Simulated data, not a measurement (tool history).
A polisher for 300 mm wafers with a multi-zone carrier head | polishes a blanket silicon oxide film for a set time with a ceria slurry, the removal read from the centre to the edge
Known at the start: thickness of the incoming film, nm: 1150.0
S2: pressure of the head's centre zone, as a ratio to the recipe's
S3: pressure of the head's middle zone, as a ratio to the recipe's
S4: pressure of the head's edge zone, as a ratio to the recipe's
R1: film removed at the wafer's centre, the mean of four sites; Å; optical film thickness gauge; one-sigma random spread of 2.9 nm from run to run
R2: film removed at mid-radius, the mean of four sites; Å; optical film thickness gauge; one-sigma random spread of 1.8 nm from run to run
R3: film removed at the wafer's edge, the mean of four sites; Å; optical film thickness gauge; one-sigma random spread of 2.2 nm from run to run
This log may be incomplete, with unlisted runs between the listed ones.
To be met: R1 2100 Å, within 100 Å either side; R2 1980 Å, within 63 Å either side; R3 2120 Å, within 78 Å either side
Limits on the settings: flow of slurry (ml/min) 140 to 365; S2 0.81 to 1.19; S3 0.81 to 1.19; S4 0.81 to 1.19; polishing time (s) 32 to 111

{"run": 1, "hour": 0.0, "flow of slurry (ml/min)": 235, "S2": 1, "S3": 1, "S4": 1, "polishing time (s)": 71, "R1": 2353.5, "R2": 2295.8, "R3": 2215.4}
{"run": 2, "hour": 6.2, "flow of slurry (ml/min)": 235, "S2": 1, "S3": 1, "S4": 1, "polishing time (s)": 82, "R1": 2706.3, "R2": 2660.1, "R3": 2555.3}
{"run": 3, "hour": 12.3, "flow of slurry (ml/min)": 265, "S2": 1, "S3": 1, "S4": 1, "polishing time (s)": 82, "R1": 2720.1, "R2": 2661.1, "R3": 2518.2}
{"run": 4, "hour": 14.2, "flow of slurry (ml/min)": 265, "S2": 0.98, "S3": 0.97, "S4": 0.99, "polishing time (s)": 80, "R1": 2653.1, "R2": 2527.4, "R3": 2494.1}
{"run": 5, "hour": 19.4, "flow of slurry (ml/min)": 265, "S2": 0.96, "S3": 0.96, "S4": 0.99, "polishing time (s)": 77, "R1": 2485, "R2": 2388.4, "R3": 2373}
{"run": 6, "hour": 21.7, "flow of slurry (ml/min)": 265, "S2": 0.96, "S3": 0.96, "S4": 0.99, "polishing time (s)": 85, "R1": 2746.9, "R2": 2672.1, "R3": 2611.9}
{"run": 7, "hour": 30.6, "flow of slurry (ml/min)": 265, "S2": 0.94, "S3": 0.94, "S4": 0.98, "polishing time (s)": 82, "R1": 2589.1, "R2": 2543.9, "R3": 2531.2}
{"run": 8, "hour": 39.0, "flow of slurry (ml/min)": 265, "S2": 0.93, "S3": 0.92, "S4": 0.98, "polishing time (s)": 79, "R1": 2483.4, "R2": 2366.6, "R3": 2458.7}
{"run": 9, "hour": 40.1, "flow of slurry (ml/min)": 265, "S2": 0.92, "S3": 0.91, "S4": 0.97, "polishing time (s)": 77, "R1": 2312.5, "R2": 2310.5, "R3": 2375.8}
{"run": 10, "hour": 47.7, "flow of slurry (ml/min)": 265, "S2": 0.92, "S3": 0.91, "S4": 0.97, "polishing time (s)": 77, "R1": 2393.9, "R2": 2306.2, "R3": 2384}

4 next moves are on the table. One of them brings every result within its allowed miss. Which?
{"run": "A", "hour": 55.3, "flow of slurry (ml/min)": 280, "S2": 1, "S3": 0.83, "S4": 0.98, "polishing time (s)": 90, "R1": "?", "R2": "?", "R3": "?"}
{"run": "B", "hour": 55.3, "flow of slurry (ml/min)": 335, "S2": 1.17, "S3": 1.14, "S4": 0.81, "polishing time (s)": 71, "R1": "?", "R2": "?", "R3": "?"}
{"run": "C", "hour": 55.3, "flow of slurry (ml/min)": 330, "S2": 0.96, "S3": 0.93, "S4": 1.08, "polishing time (s)": 64, "R1": "?", "R2": "?", "R3": "?"}
{"run": "D", "hour": 55.3, "flow of slurry (ml/min)": 365, "S2": 0.88, "S3": 1.18, "S4": 1, "polishing time (s)": 67, "R1": "?", "R2": "?", "R3": "?"}

move=A R1=2953.6 R2=2552.5 R3=2813.4
move=B R1=2784.7 R2=2628.3 R3=2055.8
move=C R1=2050.9 R2=2012.2 R3=2117.4
move=D R1=1987.9 R2=2572.3 R3=2142.9
A: misses by more than the last run did
B: misses by more than the last run did
C: every result within its allowed miss
D: misses by more than the last run did
Go with C: it meets all targets.
